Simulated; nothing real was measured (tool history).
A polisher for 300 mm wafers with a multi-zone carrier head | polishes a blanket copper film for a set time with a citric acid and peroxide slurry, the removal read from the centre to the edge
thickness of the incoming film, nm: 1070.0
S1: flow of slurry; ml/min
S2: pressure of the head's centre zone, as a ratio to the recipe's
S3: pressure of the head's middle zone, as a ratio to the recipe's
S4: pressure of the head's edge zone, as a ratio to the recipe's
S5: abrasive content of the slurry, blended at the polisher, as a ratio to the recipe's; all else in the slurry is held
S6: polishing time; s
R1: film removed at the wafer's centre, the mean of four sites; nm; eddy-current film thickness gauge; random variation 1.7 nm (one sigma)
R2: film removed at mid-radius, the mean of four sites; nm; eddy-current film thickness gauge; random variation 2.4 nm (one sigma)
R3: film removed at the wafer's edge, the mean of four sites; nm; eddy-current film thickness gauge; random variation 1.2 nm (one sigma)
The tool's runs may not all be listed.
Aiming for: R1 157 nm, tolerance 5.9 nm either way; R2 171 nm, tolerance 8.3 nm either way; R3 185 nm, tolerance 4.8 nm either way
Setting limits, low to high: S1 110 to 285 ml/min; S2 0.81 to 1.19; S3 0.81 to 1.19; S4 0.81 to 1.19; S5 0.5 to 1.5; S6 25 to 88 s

run  hour   S1    S2    S3    S4    S5  S6      R1      R2      R3
  1     0  180     1     1     1     1  56     122  125.82  122.31
  2   7.3  195     1     1     1     1  56  124.54  124.32  124.49
  3  10.1  160     1     1     1     1  56  120.21  122.27   119.2
  4  13.4  160  1.05     1     1     1  56  124.28  120.85  118.94
  5  20.1  180  1.02  1.01  1.05   1.1  58  131.65  130.65  130.33
  6  28.7  180  0.96  1.01  1.05   1.1  58  125.02  132.52  131.59
  7  36.9  180  0.96  1.01  1.05   1.1  58  123.23  134.57  131.86
  8  45.2  180  0.96  1.01  1.05   1.1  58  126.09  133.44  130.94
  9  48.8  200  0.93     1  1.08   1.2  60  129.12  139.94   141.9
 10  57.2  210  0.92     1  1.11  1.25  62  133.29  146.44  150.79
 11  61.5  220  0.92     1  1.13   1.3  64  144.77  152.49  159.18
 12  66.6  215  0.83     1  1.19   1.5  71  143.37  177.12  186.35

5 candidate next runs follow, results not yet known. Just one meets every target within its allowed miss. Identify it.
  A  71.7  255   0.9  1.08   1.1   1.5  69   ?   ?   ?
  B  71.7  170  0.81  1.07  1.18  1.45  74   ?   ?   ?
  C  71.7  275  0.84  1.03  1.18   1.5  68   ?   ?   ?
  D  71.7  150  0.81  1.01  1.19  1.35  76   ?   ?   ?
  E  71.7  210  0.89  0.98  1.16   1.5  71   ?   ?   ?

move      R1      R2      R3
   A  158.88  186.05  178.32
   B   142.1  185.02  188.19
   C  147.39  177.65   183.5
   D  139.64  173.77   187.9
   E     157  171.84   185.2
A: brings the last run's worst result on target, with another outside its allowed miss
B: its largest miss is bigger than the last run's
C: closer than the last run, but not yet in spec
D: its largest miss is bigger than the last run's
E: in spec on every target
E meets every target.
